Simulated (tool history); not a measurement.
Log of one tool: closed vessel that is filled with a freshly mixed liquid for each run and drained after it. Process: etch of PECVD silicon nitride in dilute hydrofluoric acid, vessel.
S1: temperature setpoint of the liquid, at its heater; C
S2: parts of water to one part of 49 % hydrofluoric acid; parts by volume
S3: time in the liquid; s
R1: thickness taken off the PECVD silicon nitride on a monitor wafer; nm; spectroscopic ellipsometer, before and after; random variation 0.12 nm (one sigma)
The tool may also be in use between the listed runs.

run 1 hour=0 | S1=22 S2=110 S3=835 | R1=37.47
run 2 hour=2.1 | S1=22 S2=110 S3=890 | R1=40.025
run 3 hour=5.8 | S1=22 S2=110 S3=835 | R1=37.812
run 4 hour=12.7 | S1=20 S2=110 S3=835 | R1=32.951
run 5 hour=22 | S1=18 S2=110 S3=835 | R1=28.687
run 6 hour=29 | S1=18 S2=110 S3=890 | R1=30.221
run 7 hour=34.9 | S1=17.5 S2=120 S3=890 | R1=27.053
run 8 hour=38.2 | S1=17.5 S2=130 S3=890 | R1=24.993
run 9 hour=43.2 | S1=17.5 S2=135 S3=890 | R1=24.204

The next listed run, before its measurement:
run 10 hour=48.4 | S1=17.5 S2=140 S3=890 | R1=?

R1: 23.267 nm
